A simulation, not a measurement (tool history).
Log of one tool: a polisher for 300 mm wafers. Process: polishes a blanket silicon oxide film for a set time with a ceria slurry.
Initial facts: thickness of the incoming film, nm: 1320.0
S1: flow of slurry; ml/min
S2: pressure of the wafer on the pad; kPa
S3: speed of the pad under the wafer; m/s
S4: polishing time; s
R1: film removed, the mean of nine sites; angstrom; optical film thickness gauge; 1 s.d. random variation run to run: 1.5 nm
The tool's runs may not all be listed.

| run | hour | S1 | S2 | S3 | S4 | R1 |
|---|---|---|---|---|---|---|
| 1 | 0 | 275 | 21.4 | 1.32 | 26 | 1669.5 |
| 2 | 2 | 275 | 21.4 | 1.46 | 26 | 1875.1 |
| 3 | 10.3 | 275 | 17.9 | 1.44 | 26 | 1492.4 |
| 4 | 16.7 | 315 | 17.9 | 1.44 | 26 | 1553.6 |
| 5 | 22 | 350 | 17.9 | 1.44 | 26 | 1531.1 |
| 6 | 26.1 | 295 | 17.9 | 1.44 | 26 | 1490.2 |
| 7 | 32.9 | 295 | 16.5 | 1.44 | 26 | 1402.1 |
| 8 | 36.4 | 295 | 15.2 | 1.44 | 26 | 1316.7 |

Forecast run 9:
| 9 | 38.6 | 295 | 9.7 | 1.4 | 26 | ? |

{"run 9": {"R1": 825.56}}
